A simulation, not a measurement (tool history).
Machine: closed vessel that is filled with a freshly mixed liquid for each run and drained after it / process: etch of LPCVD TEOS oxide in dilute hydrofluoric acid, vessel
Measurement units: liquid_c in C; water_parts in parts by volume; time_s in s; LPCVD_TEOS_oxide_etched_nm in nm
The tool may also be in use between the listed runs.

{"run": 1, "hour": 0.0, "liquid_c": 23.0, "water_parts": 105, "time_s": 70, "LPCVD_TEOS_oxide_etched_nm": 20.171}
{"run": 2, "hour": 5.3, "liquid_c": 24.0, "water_parts": 105, "time_s": 70, "LPCVD_TEOS_oxide_etched_nm": 21.444}
{"run": 3, "hour": 9.5, "liquid_c": 25.0, "water_parts": 105, "time_s": 70, "LPCVD_TEOS_oxide_etched_nm": 21.78}
{"run": 4, "hour": 18.6, "liquid_c": 25.0, "water_parts": 105, "time_s": 55, "LPCVD_TEOS_oxide_etched_nm": 17.199}
{"run": 5, "hour": 22.3, "liquid_c": 25.0, "water_parts": 75, "time_s": 55, "LPCVD_TEOS_oxide_etched_nm": 25.424}
{"run": 6, "hour": 31.1, "liquid_c": 26.5, "water_parts": 75, "time_s": 55, "LPCVD_TEOS_oxide_etched_nm": 26.535}

Predict the results of run 7:
{"run": 7, "hour": 39.8, "liquid_c": 27.0, "water_parts": 75, "time_s": 55, "LPCVD_TEOS_oxide_etched_nm": "?"}

LPCVD_TEOS_oxide_etched_nm: 27.288 nm
